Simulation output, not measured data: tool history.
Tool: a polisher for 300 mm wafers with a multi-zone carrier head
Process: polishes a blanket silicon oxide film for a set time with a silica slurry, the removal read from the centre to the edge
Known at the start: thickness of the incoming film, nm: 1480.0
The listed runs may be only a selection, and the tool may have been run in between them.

run	hour	flow of slurry (ml/min)	pressure of the head's centre zone	pressure of the head's middle zone	pressure of the head's edge zone	abrasive content of the slurry	polishing time (s)	film removed at the wafer's centre (angstrom)	film removed at mid-radius (angstrom)	film removed at the wafer's edge (angstrom)
1	0.0	290	1.00	1.00	1.00	1.00	78	2446.3	2462.7	2544.2
2	1.2	290	1.00	1.00	0.93	1.00	78	2422.1	2455.1	2455.5
3	9.5	305	0.99	1.02	1.00	1.05	78	2459.3	2529.1	2595.9
4	13.1	280	0.99	1.02	1.00	1.05	78	2431.2	2517.4	2579.5
5	19.1	300	0.99	1.05	1.05	1.10	78	2489.0	2621.2	2697.4
6	20.6	300	0.99	1.05	1.05	1.20	78	2598.5	2704.9	2781.1

Forecast run 7:
7	22.3	315	0.99	1.07	1.09	1.20	78	?	?	?

{"run 7": {"film removed at the wafer's centre (angstrom)": 2614.6, "film removed at mid-radius (angstrom)": 2722.3, "film removed at the wafer's edge (angstrom)": 2877.8}}
